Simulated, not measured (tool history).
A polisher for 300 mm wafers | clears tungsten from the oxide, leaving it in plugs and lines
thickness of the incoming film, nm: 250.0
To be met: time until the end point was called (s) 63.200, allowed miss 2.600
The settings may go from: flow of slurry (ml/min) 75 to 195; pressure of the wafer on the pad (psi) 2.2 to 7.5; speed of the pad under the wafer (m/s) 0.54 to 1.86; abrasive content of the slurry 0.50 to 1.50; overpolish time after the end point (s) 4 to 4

run  hour  flow of slurry (ml/min)  pressure of the wafer on the pad (psi)  speed of the pad under the wafer (m/s)  abrasive content of the slurry  overpolish time after the end point (s)  time until the end point was called (s)
  1   0.0                      125                                     4.8                                    1.18                            1.00                                        4                                   43.780
  2   8.6                      125                                     4.8                                    1.18                            1.00                                        4                                   44.214
  3  13.2                      125                                     4.8                                    1.18                            1.00                                        4                                   43.478
  4  14.7                      125                                     4.8                                    0.92                            1.00                                        4                                   52.217
  5  16.6                      155                                     4.8                                    0.92                            1.00                                        4                                   49.808
  6  21.7                      155                                     4.8                                    1.08                            1.00                                        4                                   43.082
  7  27.6                      135                                     4.4                                    1.08                            1.00                                        4                                   50.271
  8  33.5                      125                                     4.2                                    1.08                            1.00                                        4                                   52.856
  9  34.2                      115                                     4.0                                    1.08                            1.00                                        4                                   55.840
 10  42.2                      110                                     3.8                                    1.08                            1.00                                        4                                   58.498

Which of these 5 next moves meets every target?
  A  50.2                      130                                     4.0                                    0.90                            0.90                                        4                                        ?
  B  50.2                      115                                     4.1                                    1.06                            1.00                                        4                                        ?
  C  50.2                      105                                     3.8                                    0.86                            1.05                                        4                                        ?
  D  50.2                      100                                     4.2                                    1.04                            1.15                                        4                                        ?
  E  50.2                      105                                     3.6                                    1.18                            1.10                                        4                                        ?

move  time until the end point was called (s)
   A                                   63.181
   B                                   55.201
   C                                   69.723
   D                                   55.009
   E                                   57.938
A: meets every target
B: further off than the last run
C: takes the result that was furthest off past its target
D: further off than the last run
E: further off than the last run
The right move is A.
